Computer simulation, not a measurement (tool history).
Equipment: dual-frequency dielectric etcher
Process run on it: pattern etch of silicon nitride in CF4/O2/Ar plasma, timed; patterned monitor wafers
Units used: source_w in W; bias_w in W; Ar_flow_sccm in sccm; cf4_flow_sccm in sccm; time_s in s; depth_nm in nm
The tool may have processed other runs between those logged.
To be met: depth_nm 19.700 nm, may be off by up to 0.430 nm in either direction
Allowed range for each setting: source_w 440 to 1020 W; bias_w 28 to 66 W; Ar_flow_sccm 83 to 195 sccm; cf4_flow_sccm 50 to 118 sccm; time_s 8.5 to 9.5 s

run	day	source_w	bias_w	Ar_flow_sccm	cf4_flow_sccm	time_s	depth_nm
1	0.000	730	47	139	84	9.5	22.977
2	0.196	690	47	139	84	9.5	21.711
3	0.512	690	43	139	84	9.5	20.742
4	0.692	680	43	139	84	9.5	20.559
5	1.029	760	43	139	84	9.5	22.977
6	1.158	760	37	139	84	9.5	21.556
7	1.292	760	37	139	84	9.5	21.359
8	1.575	740	37	139	84	9.5	20.964
9	1.917	730	37	139	84	9.5	20.718
10	1.962	730	37	139	84	9.5	20.546
11	2.288	720	37	139	84	9.5	20.286

Which single option among these 4 for the next run brings every result within its allowed miss of target? Just one does.
A	2.612	720	40	130	70	9.5	?
B	2.612	740	43	144	101	8.5	?
C	2.612	680	44	134	78	9.5	?
D	2.612	710	38	133	88	9.0	?

move	depth_nm
A	20.415
B	20.525
C	20.537
D	19.493
A: misses by more than the last run did
B: misses by more than the last run did
C: misses by more than the last run did
D: in spec on every target
Answer: D
